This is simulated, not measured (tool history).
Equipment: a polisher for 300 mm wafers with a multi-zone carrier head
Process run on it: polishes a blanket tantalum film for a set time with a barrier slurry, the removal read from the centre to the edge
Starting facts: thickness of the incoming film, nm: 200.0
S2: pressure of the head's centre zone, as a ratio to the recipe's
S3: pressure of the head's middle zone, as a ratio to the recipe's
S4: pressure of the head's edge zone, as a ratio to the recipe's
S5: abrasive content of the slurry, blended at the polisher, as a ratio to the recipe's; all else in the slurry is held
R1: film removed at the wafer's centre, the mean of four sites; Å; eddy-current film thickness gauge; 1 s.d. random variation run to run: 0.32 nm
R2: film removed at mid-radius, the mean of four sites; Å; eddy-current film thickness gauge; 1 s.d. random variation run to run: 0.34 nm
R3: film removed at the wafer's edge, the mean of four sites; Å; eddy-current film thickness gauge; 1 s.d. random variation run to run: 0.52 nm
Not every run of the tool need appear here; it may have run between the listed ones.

run 1 hour=0 | flow_of_slurry_(ml/min)=125 S2=1 S3=1 S4=1 S5=1 polishing_time_(s)=36 | R1=691.92 R2=681.54 R3=672.85
run 2 hour=3.5 | flow_of_slurry_(ml/min)=125 S2=1 S3=1 S4=1 S5=0.85 polishing_time_(s)=36 | R1=651.36 R2=656.32 R3=635.23
run 3 hour=5.3 | flow_of_slurry_(ml/min)=120 S2=0.97 S3=1 S4=0.98 S5=0.8 polishing_time_(s)=36 | R1=611.63 R2=629.64 R3=601.51
run 4 hour=12.2 | flow_of_slurry_(ml/min)=120 S2=0.97 S3=1.08 S4=0.98 S5=0.8 polishing_time_(s)=36 | R1=609.75 R2=669.91 R3=593.04
run 5 hour=20 | flow_of_slurry_(ml/min)=120 S2=0.97 S3=1.08 S4=0.98 S5=0.65 polishing_time_(s)=36 | R1=584.18 R2=633.86 R3=565.87
run 6 hour=29 | flow_of_slurry_(ml/min)=120 S2=0.97 S3=1.08 S4=0.98 S5=0.65 polishing_time_(s)=31 | R1=495.78 R2=538.4 R3=491.16

Run 7, settings as shown, results not yet in. Your forecast:
run 7 hour=34.8 | flow_of_slurry_(ml/min)=115 S2=0.96 S3=1.09 S4=0.99 S5=0.65 polishing_time_(s)=31 | R1=? R2=? R3=?

R1: 486.65 Å
R2: 540.34 Å
R3: 489.67 Å

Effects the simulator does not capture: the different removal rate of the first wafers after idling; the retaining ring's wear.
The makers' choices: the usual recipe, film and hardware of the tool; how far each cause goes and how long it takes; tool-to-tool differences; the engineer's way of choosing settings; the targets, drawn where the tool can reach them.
